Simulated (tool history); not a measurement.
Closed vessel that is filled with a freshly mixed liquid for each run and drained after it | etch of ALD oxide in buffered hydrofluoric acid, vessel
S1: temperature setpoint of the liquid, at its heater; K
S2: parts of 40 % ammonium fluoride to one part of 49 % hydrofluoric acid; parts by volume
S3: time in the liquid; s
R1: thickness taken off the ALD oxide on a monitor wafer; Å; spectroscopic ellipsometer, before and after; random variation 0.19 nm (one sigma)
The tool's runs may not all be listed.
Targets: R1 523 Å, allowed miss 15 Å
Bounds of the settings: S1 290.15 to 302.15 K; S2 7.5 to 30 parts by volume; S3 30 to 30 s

run,hour,S1,S2,S3,R1
1,0,294.15,22,30,304.54
2,8.3,295.15,21.5,30,325.2
3,12.8,295.65,21,30,340.73
4,17.4,295.65,16,30,438.82
5,19,295.65,10.5,30,665.98
6,22.1,295.65,10.5,30,664.75
7,29.9,295.15,10.5,30,650.25
8,38.2,295.15,10.5,30,649.05
9,45.2,294.65,10.5,30,628.25
10,47.6,294.15,10.5,30,609.63
11,52.1,293.65,10.5,30,593.52

4 next moves are on the table. One of them brings every result within its allowed miss. Which?
A,56.6,298.65,16,30,?
B,56.6,292.15,12,30,?
C,56.6,291.65,11.5,30,?
D,56.6,293.65,13,30,?

move,R1
A,520.21
B,481.77
C,488.26
D,484.57
A: meets every target
B: takes the result that was furthest off past its target
C: takes the result that was furthest off past its target
D: takes the result that was furthest off past its target
The right move is A.
